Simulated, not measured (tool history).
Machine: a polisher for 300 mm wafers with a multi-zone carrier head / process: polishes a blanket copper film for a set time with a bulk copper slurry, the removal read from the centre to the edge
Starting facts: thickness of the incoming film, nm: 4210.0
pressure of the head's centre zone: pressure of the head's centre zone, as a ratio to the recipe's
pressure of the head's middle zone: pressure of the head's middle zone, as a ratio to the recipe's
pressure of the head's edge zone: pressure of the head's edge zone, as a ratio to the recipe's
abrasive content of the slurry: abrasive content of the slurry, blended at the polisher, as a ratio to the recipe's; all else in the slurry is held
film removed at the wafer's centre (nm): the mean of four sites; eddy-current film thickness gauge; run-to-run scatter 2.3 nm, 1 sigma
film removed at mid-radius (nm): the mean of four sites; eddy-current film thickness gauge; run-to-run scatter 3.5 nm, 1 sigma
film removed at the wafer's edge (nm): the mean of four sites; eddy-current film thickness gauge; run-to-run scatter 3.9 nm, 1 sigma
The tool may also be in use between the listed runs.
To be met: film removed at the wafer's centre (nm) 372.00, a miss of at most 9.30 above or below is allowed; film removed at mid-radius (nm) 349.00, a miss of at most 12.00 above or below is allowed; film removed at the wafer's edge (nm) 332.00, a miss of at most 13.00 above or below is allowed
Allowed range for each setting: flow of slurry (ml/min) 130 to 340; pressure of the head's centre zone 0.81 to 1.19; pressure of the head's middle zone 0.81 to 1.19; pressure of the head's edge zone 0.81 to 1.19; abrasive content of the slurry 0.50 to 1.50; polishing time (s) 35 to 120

run,hour,flow of slurry (ml/min),pressure of the head's centre zone,pressure of the head's middle zone,pressure of the head's edge zone,abrasive content of the slurry,polishing time (s),film removed at the wafer's centre (nm),film removed at mid-radius (nm),film removed at the wafer's edge (nm)
1,0.0,220,1.00,1.00,1.00,1.00,77,764.29,745.30,736.39
2,1.5,195,1.00,0.98,0.95,0.85,65,608.19,566.61,586.09
3,4.0,195,1.00,0.98,0.87,0.85,65,605.78,569.88,549.95
4,6.3,195,1.00,0.98,0.82,0.85,65,605.07,574.19,532.96
5,7.2,250,1.00,0.98,0.82,0.85,65,631.00,580.00,563.61
6,10.2,220,1.00,0.98,0.82,0.75,57,518.73,487.96,475.13
7,16.3,200,1.02,0.99,0.82,0.70,53,476.12,451.40,415.77
8,23.2,185,1.02,0.97,0.82,0.65,51,438.71,402.82,388.54
9,31.6,170,1.02,0.97,0.82,0.60,50,408.56,377.12,366.09
10,37.0,160,1.02,0.97,0.82,0.60,50,405.61,371.86,355.62

Which single option among these 4 for the next run brings every result within its allowed miss of target? Just one does.
A,42.4,150,1.04,1.01,0.84,0.55,47,?,?,?
B,42.4,190,1.02,0.81,0.90,0.55,49,?,?,?
C,42.4,165,1.10,0.99,0.81,0.55,54,?,?,?
D,42.4,235,1.07,0.88,0.86,0.50,46,?,?,?

move,film removed at the wafer's centre (nm),film removed at mid-radius (nm),film removed at the wafer's edge (nm)
A,371.09,339.17,331.40
B,399.45,308.62,369.81
C,461.69,391.05,380.43
D,392.20,307.72,334.41
A: all results land within tolerance of their targets
B: moves toward the targets from the last run without getting all of them in spec
C: misses by more than the last run did
D: roughly where the last run was
Move A is the one to make.
